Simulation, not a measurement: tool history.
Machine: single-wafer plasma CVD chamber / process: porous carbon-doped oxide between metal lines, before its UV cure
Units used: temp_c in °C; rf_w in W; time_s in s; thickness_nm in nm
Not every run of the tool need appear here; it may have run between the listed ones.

run	hour	temp_c	rf_w	time_s	thickness_nm
1	0	325	510	42	186.52
2	1.3	325	510	43.4	194.62
3	4.4	329	475	43.1	181.34
4	10.9	329	500	43.1	185.98
5	12.4	329	435	43.1	174.4
6	12.9	329	480	43.1	181.86
7	19.1	333	460	42.9	174.52
8	20.9	335	440	42.7	167.31
9	29.4	337	430	42.6	164.44

For run 10, what comes out?
10	32	339	420	42.5	?

Run 10 yielded thickness_nm 158.43 nm.
